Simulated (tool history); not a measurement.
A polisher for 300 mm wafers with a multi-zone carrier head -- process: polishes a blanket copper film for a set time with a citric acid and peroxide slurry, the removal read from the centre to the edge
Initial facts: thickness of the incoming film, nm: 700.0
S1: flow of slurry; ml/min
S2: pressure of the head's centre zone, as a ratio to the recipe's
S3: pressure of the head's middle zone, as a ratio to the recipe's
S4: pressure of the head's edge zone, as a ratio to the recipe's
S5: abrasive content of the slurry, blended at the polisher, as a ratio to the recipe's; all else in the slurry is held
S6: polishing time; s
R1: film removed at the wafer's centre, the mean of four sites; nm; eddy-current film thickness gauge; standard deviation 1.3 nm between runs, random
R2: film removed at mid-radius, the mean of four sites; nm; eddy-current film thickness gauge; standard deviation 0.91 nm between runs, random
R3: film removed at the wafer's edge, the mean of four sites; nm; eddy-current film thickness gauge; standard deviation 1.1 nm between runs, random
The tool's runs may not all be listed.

Run 1, hour 0: S1 315 ml/min, S2 1, S3 1, S4 1, S5 1, S6 61 s. Result: R1 82.115 nm, R2 87.488 nm, R3 86.507 nm.
Run 2, hour 7.1: S1 315 ml/min, S2 1.04, S3 1, S4 1, S5 1, S6 61 s. Result: R1 85.025 nm, R2 86.163 nm, R3 85.428 nm.
Run 3, hour 10.6: S1 325 ml/min, S2 1.07, S3 1.02, S4 1.02, S5 1.1, S6 62 s. Result: R1 90.369 nm, R2 92.496 nm, R3 92 nm.
Run 4, hour 13.1: S1 325 ml/min, S2 1.07, S3 0.93, S4 1.02, S5 1.1, S6 62 s. Result: R1 89.436 nm, R2 84.399 nm, R3 89.044 nm.
Run 5, hour 17.5: S1 325 ml/min, S2 1.07, S3 0.93, S4 1.02, S5 0.9, S6 62 s. Result: R1 87.698 nm, R2 81.482 nm, R3 87.411 nm.
Run 6, hour 19.1: S1 325 ml/min, S2 1.07, S3 0.93, S4 0.98, S5 0.9, S6 62 s. Result: R1 85.866 nm, R2 81.101 nm, R3 87.217 nm.

Predict the results of run 7:
Run 7, hour 19.8: S1 330 ml/min, S2 1.1, S3 0.97, S4 1.01, S5 1, S6 63 s. Result: R1 ?, R2 ?, R3 ?.

{"run 7": {"R1": 92.72, "R2": 87.994, "R3": 87.748}}
